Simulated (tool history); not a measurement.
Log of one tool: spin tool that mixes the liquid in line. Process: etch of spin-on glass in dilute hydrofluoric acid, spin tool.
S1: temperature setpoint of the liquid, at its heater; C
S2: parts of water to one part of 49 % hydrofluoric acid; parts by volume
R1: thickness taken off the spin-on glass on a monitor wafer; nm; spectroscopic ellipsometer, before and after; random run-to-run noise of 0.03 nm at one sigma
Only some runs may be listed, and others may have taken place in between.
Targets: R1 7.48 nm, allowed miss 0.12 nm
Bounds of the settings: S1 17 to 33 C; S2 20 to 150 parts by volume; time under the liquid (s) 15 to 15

Run 1, hour 0: S1 25 C, S2 85 parts by volume, time under the liquid (s) 15. Result: R1 12.512 nm.
Run 2, hour 5.2: S1 25 C, S2 85 parts by volume, time under the liquid (s) 15. Result: R1 12.471 nm.
Run 3, hour 13.8: S1 22.5 C, S2 85 parts by volume, time under the liquid (s) 15. Result: R1 11.278 nm.
Run 4, hour 21.8: S1 21.5 C, S2 90 parts by volume, time under the liquid (s) 15. Result: R1 10.217 nm.
Run 5, hour 23.2: S1 21.5 C, S2 90 parts by volume, time under the liquid (s) 15. Result: R1 10.142 nm.
At hour 29.5: thermometer replaced.
Run 6, hour 29.5: S1 19.5 C, S2 90 parts by volume, time under the liquid (s) 15. Result: R1 8.8327 nm.
Run 7, hour 35.1: S1 19 C, S2 90 parts by volume, time under the liquid (s) 15. Result: R1 8.6568 nm.
Run 8, hour 40.9: S1 18.5 C, S2 90 parts by volume, time under the liquid (s) 15. Result: R1 8.4873 nm.
Run 9, hour 45.4: S1 18 C, S2 90 parts by volume, time under the liquid (s) 15. Result: R1 8.2609 nm.
Run 10, hour 48.3: S1 17.5 C, S2 90 parts by volume, time under the liquid (s) 15. Result: R1 8.1341 nm.

Exercise: of the 4 proposed moves below, exactly one satisfies all targets within the stated allowed misses. Which move is it?
Run A, hour 51.2: S1 17 C, S2 85 parts by volume, time under the liquid (s) 15. Result: R1 ?.
Run B, hour 51.2: S1 18 C, S2 85 parts by volume, time under the liquid (s) 15. Result: R1 ?.
Run C, hour 51.2: S1 17 C, S2 95 parts by volume, time under the liquid (s) 15. Result: R1 ?.
Run D, hour 51.2: S1 17 C, S2 90 parts by volume, time under the liquid (s) 15. Result: R1 ?.

move      R1
   A  8.4411
   B  8.8065
   C  7.4733
   D    7.93
A: the biggest miss grows against the last run
B: the biggest miss grows against the last run
C: each result inside its tolerance
D: gains on the last run, yet a result remains outside its allowed miss
Go with C: it meets all targets.
